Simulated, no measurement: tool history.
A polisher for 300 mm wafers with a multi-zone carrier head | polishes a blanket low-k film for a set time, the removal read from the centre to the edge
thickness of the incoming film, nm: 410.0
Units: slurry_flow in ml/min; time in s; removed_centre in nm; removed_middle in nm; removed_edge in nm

{"run": 1, "hour": 0.0, "slurry_flow": 170, "centre_zone": 1.0, "middle_zone": 1.0, "edge_zone": 1.0, "slurry_solids": 1.0, "time": 78, "removed_centre": 24.372, "removed_middle": 23.878, "removed_edge": 24.793}
{"run": 2, "hour": 1.2, "slurry_flow": 160, "centre_zone": 0.97, "middle_zone": 1.01, "edge_zone": 0.96, "slurry_solids": 1.0, "time": 78, "removed_centre": 23.243, "removed_middle": 23.58, "removed_edge": 24.045}
{"run": 3, "hour": 4.4, "slurry_flow": 160, "centre_zone": 0.97, "middle_zone": 1.01, "edge_zone": 0.96, "slurry_solids": 0.9, "time": 78, "removed_centre": 22.09, "removed_middle": 23.419, "removed_edge": 23.181}
{"run": 4, "hour": 6.7, "slurry_flow": 160, "centre_zone": 0.97, "middle_zone": 1.01, "edge_zone": 1.01, "slurry_solids": 0.9, "time": 78, "removed_centre": 22.318, "removed_middle": 23.12, "removed_edge": 23.627}
{"run": 5, "hour": 12.0, "slurry_flow": 160, "centre_zone": 0.97, "middle_zone": 1.01, "edge_zone": 0.93, "slurry_solids": 0.9, "time": 78, "removed_centre": 22.635, "removed_middle": 23.401, "removed_edge": 23.035}
{"run": 6, "hour": 15.1, "slurry_flow": 150, "centre_zone": 0.96, "middle_zone": 1.02, "edge_zone": 0.92, "slurry_solids": 0.9, "time": 78, "removed_centre": 21.903, "removed_middle": 23.013, "removed_edge": 22.578}

Forecast run 7:
{"run": 7, "hour": 19.3, "slurry_flow": 140, "centre_zone": 0.95, "middle_zone": 1.04, "edge_zone": 0.91, "slurry_solids": 0.9, "time": 78, "removed_centre": "?", "removed_middle": "?", "removed_edge": "?"}

Run 7 gave removed_centre 21.418 nm, removed_middle 23.405 nm, removed_edge 22.325 nm.
